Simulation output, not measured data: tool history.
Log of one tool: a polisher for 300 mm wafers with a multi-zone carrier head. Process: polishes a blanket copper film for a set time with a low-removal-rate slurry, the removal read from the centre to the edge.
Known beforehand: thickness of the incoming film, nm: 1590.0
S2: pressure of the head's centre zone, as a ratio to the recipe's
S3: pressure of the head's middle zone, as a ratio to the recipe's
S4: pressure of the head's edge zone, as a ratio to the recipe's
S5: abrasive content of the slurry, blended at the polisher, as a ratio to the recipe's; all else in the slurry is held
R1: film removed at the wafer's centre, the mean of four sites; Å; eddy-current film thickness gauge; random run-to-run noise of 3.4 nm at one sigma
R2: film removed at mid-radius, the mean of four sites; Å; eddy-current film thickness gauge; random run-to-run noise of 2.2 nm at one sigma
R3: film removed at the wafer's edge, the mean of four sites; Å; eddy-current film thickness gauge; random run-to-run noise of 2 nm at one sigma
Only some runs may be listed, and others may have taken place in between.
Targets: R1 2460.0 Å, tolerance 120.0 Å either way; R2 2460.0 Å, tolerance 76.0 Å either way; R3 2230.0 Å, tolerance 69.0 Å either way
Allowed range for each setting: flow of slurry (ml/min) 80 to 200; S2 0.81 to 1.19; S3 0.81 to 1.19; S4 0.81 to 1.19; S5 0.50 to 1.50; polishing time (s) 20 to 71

run 1 hour=0.0 | flow_of_slurry_(ml/min)=130 S2=1.00 S3=1.00 S4=1.00 S5=1.00 polishing_time_(s)=45 | R1=1599.5 R2=1699.7 R3=1647.6
run 2 hour=6.5 | flow_of_slurry_(ml/min)=130 S2=1.00 S3=1.06 S4=1.00 S5=1.00 polishing_time_(s)=45 | R1=1617.3 R2=1780.7 R3=1655.0
run 3 hour=15.0 | flow_of_slurry_(ml/min)=130 S2=1.06 S3=1.06 S4=1.00 S5=1.00 polishing_time_(s)=45 | R1=1809.0 R2=1785.2 R3=1674.1
run 4 hour=23.7 | flow_of_slurry_(ml/min)=140 S2=1.07 S3=1.09 S4=1.03 S5=1.10 polishing_time_(s)=45 | R1=1794.5 R2=1876.9 R3=1711.2
run 5 hour=24.9 | flow_of_slurry_(ml/min)=140 S2=1.07 S3=1.13 S4=1.03 S5=1.10 polishing_time_(s)=45 | R1=1873.4 R2=1933.3 R3=1739.9
run 6 hour=32.6 | flow_of_slurry_(ml/min)=140 S2=1.07 S3=1.09 S4=1.03 S5=1.10 polishing_time_(s)=45 | R1=1897.4 R2=1874.7 R3=1718.5
run 7 hour=36.9 | flow_of_slurry_(ml/min)=140 S2=1.07 S3=1.10 S4=1.05 S5=1.15 polishing_time_(s)=47 | R1=1932.7 R2=1985.7 R3=1857.0
run 8 hour=41.2 | flow_of_slurry_(ml/min)=145 S2=1.09 S3=1.12 S4=1.06 S5=1.20 polishing_time_(s)=47 | R1=1953.3 R2=2035.2 R3=1875.4
run 9 hour=44.8 | flow_of_slurry_(ml/min)=150 S2=1.11 S3=1.13 S4=1.07 S5=1.25 polishing_time_(s)=48 | R1=2137.8 R2=2115.4 R3=1948.8
run 10 hour=46.4 | flow_of_slurry_(ml/min)=155 S2=1.11 S3=1.14 S4=1.08 S5=1.30 polishing_time_(s)=48 | R1=2150.8 R2=2193.5 R3=1977.2
run 11 hour=47.0 | flow_of_slurry_(ml/min)=160 S2=1.12 S3=1.15 S4=1.10 S5=1.35 polishing_time_(s)=48 | R1=2185.9 R2=2227.3 R3=2008.6
run 12 hour=49.9 | flow_of_slurry_(ml/min)=165 S2=1.13 S3=1.15 S4=1.11 S5=1.40 polishing_time_(s)=48 | R1=2221.5 R2=2241.7 R3=2037.2
run 13 hour=51.9 | flow_of_slurry_(ml/min)=170 S2=1.14 S3=1.16 S4=1.12 S5=1.40 polishing_time_(s)=48 | R1=2302.1 R2=2302.7 R3=2066.4
run 14 hour=52.5 | flow_of_slurry_(ml/min)=175 S2=1.14 S3=1.16 S4=1.13 S5=1.40 polishing_time_(s)=48 | R1=2247.0 R2=2261.6 R3=2072.5
run 15 hour=53.9 | flow_of_slurry_(ml/min)=175 S2=1.15 S3=1.16 S4=1.13 S5=1.40 polishing_time_(s)=48 | R1=2256.5 R2=2253.1 R3=2105.7
run 16 hour=60.7 | flow_of_slurry_(ml/min)=175 S2=1.15 S3=1.17 S4=1.13 S5=1.40 polishing_time_(s)=48 | R1=2323.4 R2=2325.2 R3=2070.7
run 17 hour=66.5 | flow_of_slurry_(ml/min)=175 S2=1.15 S3=1.17 S4=1.14 S5=1.40 polishing_time_(s)=48 | R1=2367.6 R2=2300.6 R3=2063.3
run 18 hour=72.6 | flow_of_slurry_(ml/min)=180 S2=1.15 S3=1.17 S4=1.14 S5=1.40 polishing_time_(s)=48 | R1=2260.4 R2=2381.3 R3=2100.8
run 19 hour=76.7 | flow_of_slurry_(ml/min)=180 S2=1.16 S3=1.17 S4=1.14 S5=1.40 polishing_time_(s)=48 | R1=2275.7 R2=2324.9 R3=2110.8
run 20 hour=81.0 | flow_of_slurry_(ml/min)=180 S2=1.17 S3=1.18 S4=1.15 S5=1.45 polishing_time_(s)=49 | R1=2492.5 R2=2442.2 R3=2142.4

Next run, 5 choices. One meets every target within its allowed miss, the rest don't. Which?
run A hour=85.3 | flow_of_slurry_(ml/min)=180 S2=1.15 S3=1.18 S4=1.11 S5=1.40 polishing_time_(s)=49 | R1=? R2=? R3=?
run B hour=85.3 | flow_of_slurry_(ml/min)=145 S2=1.19 S3=1.17 S4=1.04 S5=1.30 polishing_time_(s)=52 | R1=? R2=? R3=?
run C hour=85.3 | flow_of_slurry_(ml/min)=200 S2=1.13 S3=1.15 S4=1.16 S5=1.40 polishing_time_(s)=50 | R1=? R2=? R3=?
run D hour=85.3 | flow_of_slurry_(ml/min)=200 S2=1.04 S3=1.19 S4=1.17 S5=1.45 polishing_time_(s)=49 | R1=? R2=? R3=?
run E hour=85.3 | flow_of_slurry_(ml/min)=145 S2=1.18 S3=1.16 S4=1.06 S5=1.50 polishing_time_(s)=50 | R1=? R2=? R3=?

move=A R1=2423.5 R2=2380.4 R3=2118.0
move=B R1=2510.8 R2=2378.2 R3=2091.4
move=C R1=2472.7 R2=2417.8 R3=2232.2
move=D R1=2246.4 R2=2454.3 R3=2211.9
move=E R1=2468.1 R2=2341.9 R3=2091.3
A: misses by more than the last run did
B: misses by more than the last run did
C: meets every target
D: gets the furthest-off result to its target, but another result is out of tolerance
E: misses by more than the last run did
So the answer is move C, the one that meets all the targets.
